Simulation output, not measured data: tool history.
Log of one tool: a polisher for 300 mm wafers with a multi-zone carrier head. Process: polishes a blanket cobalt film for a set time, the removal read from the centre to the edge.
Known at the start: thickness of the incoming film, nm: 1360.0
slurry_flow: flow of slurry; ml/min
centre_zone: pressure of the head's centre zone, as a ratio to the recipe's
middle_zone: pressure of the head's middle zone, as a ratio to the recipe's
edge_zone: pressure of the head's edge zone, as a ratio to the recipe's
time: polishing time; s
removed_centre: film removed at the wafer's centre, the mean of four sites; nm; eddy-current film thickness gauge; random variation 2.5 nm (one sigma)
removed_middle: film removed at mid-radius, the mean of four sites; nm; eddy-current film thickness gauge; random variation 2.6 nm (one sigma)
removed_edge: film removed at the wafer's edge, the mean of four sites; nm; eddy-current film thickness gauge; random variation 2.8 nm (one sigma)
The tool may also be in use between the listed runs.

Run 1, hour 0.0: slurry_flow 290 ml/min, centre_zone 1.00, middle_zone 1.00, edge_zone 1.00, time 56 s. Result: removed_centre 235.11 nm, removed_middle 251.19 nm, removed_edge 235.13 nm.
Run 2, hour 6.5: slurry_flow 285 ml/min, centre_zone 0.99, middle_zone 0.96, edge_zone 1.00, time 52 s. Result: removed_centre 216.94 nm, removed_middle 228.59 nm, removed_edge 216.41 nm.
Run 3, hour 12.7: slurry_flow 280 ml/min, centre_zone 0.98, middle_zone 0.92, edge_zone 1.02, time 49 s. Result: removed_centre 200.34 nm, removed_middle 202.37 nm, removed_edge 206.86 nm.
Run 4, hour 20.6: slurry_flow 280 ml/min, centre_zone 0.98, middle_zone 0.92, edge_zone 1.02, time 39 s. Result: removed_centre 162.63 nm, removed_middle 160.49 nm, removed_edge 162.71 nm.
Run 5, hour 28.8: slurry_flow 280 ml/min, centre_zone 0.91, middle_zone 0.92, edge_zone 1.02, time 39 s. Result: removed_centre 150.48 nm, removed_middle 157.92 nm, removed_edge 165.82 nm.
Run 6, hour 31.7: slurry_flow 280 ml/min, centre_zone 0.94, middle_zone 0.92, edge_zone 1.04, time 41 s. Result: removed_centre 159.41 nm, removed_middle 166.91 nm, removed_edge 173.57 nm.
At hour 37.1: edge zone pressure recalibrated.
Run 7, hour 37.1: slurry_flow 280 ml/min, centre_zone 0.96, middle_zone 0.91, edge_zone 1.05, time 42 s. Result: removed_centre 170.90 nm, removed_middle 166.72 nm, removed_edge 189.66 nm.

The next listed run, before its measurement:
Run 8, hour 43.2: slurry_flow 285 ml/min, centre_zone 0.97, middle_zone 0.92, edge_zone 1.05, time 42 s. Result: removed_centre ?, removed_middle ?, removed_edge ?.

Run 8 gave removed_centre 172.65 nm, removed_middle 173.45 nm, removed_edge 189.21 nm.
